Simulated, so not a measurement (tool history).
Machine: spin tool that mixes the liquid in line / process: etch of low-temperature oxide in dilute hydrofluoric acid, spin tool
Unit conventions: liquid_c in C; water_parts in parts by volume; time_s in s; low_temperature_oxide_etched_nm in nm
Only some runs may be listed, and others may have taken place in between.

run	day	liquid_c	water_parts	time_s	low_temperature_oxide_etched_nm
1	0	22	60	50	26.703
2	0.288	20	60	50	24.464
3	0.517	20	40	50	37.344
4	0.762	19.5	40	50	36.696
5	0.9	19	40	50	36.125
6	0.967	18	50	50	27.069
7	1.308	17.5	55	50	24.09

What does the tool deliver on the next run?
8	1.371	17	55	50	?

{"run 8": {"low_temperature_oxide_etched_nm": 23.584}}

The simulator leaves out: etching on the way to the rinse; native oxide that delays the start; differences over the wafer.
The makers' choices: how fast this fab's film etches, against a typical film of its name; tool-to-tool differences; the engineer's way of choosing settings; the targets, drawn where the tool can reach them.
